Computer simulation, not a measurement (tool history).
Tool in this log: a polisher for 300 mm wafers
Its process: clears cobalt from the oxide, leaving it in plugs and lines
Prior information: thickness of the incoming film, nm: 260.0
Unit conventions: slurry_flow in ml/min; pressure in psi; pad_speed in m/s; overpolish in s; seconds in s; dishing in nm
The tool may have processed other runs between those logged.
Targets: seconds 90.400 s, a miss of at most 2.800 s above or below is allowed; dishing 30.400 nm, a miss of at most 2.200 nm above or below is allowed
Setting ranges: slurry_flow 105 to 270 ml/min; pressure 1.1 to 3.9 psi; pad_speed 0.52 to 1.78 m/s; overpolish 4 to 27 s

run 1 hour=0.0 | slurry_flow=175 pressure=2.5 pad_speed=1.14 overpolish=14 | seconds=48.105 dishing=42.390
run 2 hour=6.6 | slurry_flow=155 pressure=2.5 pad_speed=1.14 overpolish=14 | seconds=48.291 dishing=41.106
run 3 hour=10.5 | slurry_flow=155 pressure=2.5 pad_speed=1.14 overpolish=11 | seconds=49.197 dishing=37.842
run 4 hour=13.7 | slurry_flow=115 pressure=2.5 pad_speed=1.14 overpolish=11 | seconds=50.689 dishing=36.771
run 5 hour=15.4 | slurry_flow=115 pressure=2.5 pad_speed=1.02 overpolish=11 | seconds=55.391 dishing=34.587
run 6 hour=19.1 | slurry_flow=115 pressure=2.5 pad_speed=1.24 overpolish=11 | seconds=47.767 dishing=38.971
run 7 hour=26.1 | slurry_flow=115 pressure=2.3 pad_speed=1.22 overpolish=11 | seconds=51.932 dishing=36.820
run 8 hour=30.2 | slurry_flow=115 pressure=2.1 pad_speed=1.20 overpolish=11 | seconds=57.835 dishing=36.219
run 9 hour=32.5 | slurry_flow=115 pressure=1.4 pad_speed=1.16 overpolish=9 | seconds=89.464 dishing=22.197
run 10 hour=38.1 | slurry_flow=115 pressure=1.4 pad_speed=1.16 overpolish=10 | seconds=87.838 dishing=25.415
run 11 hour=43.2 | slurry_flow=110 pressure=1.3 pad_speed=1.16 overpolish=14 | seconds=93.081 dishing=28.762
run 12 hour=50.0 | slurry_flow=110 pressure=1.3 pad_speed=1.16 overpolish=15 | seconds=94.168 dishing=31.390
run 13 hour=56.8 | slurry_flow=120 pressure=1.3 pad_speed=1.16 overpolish=15 | seconds=92.508 dishing=30.576

Which one of the following 4 next-run settings gets every result inside its allowed miss? There is exactly one.
run A hour=63.6 | slurry_flow=105 pressure=1.1 pad_speed=1.50 overpolish=14 | seconds=? dishing=?
run B hour=63.6 | slurry_flow=135 pressure=1.2 pad_speed=1.18 overpolish=13 | seconds=? dishing=?
run C hour=63.6 | slurry_flow=135 pressure=1.3 pad_speed=1.08 overpolish=14 | seconds=? dishing=?
run D hour=63.6 | slurry_flow=105 pressure=1.1 pad_speed=1.40 overpolish=15 | seconds=? dishing=?

move=A seconds=90.472 dishing=29.676
move=B seconds=97.785 dishing=26.770
move=C seconds=96.893 dishing=28.358
move=D seconds=95.552 dishing=29.969
A: every result lands within tolerance
B: its largest miss is bigger than the last run's
C: its largest miss is bigger than the last run's
D: its largest miss is bigger than the last run's
Answer: A
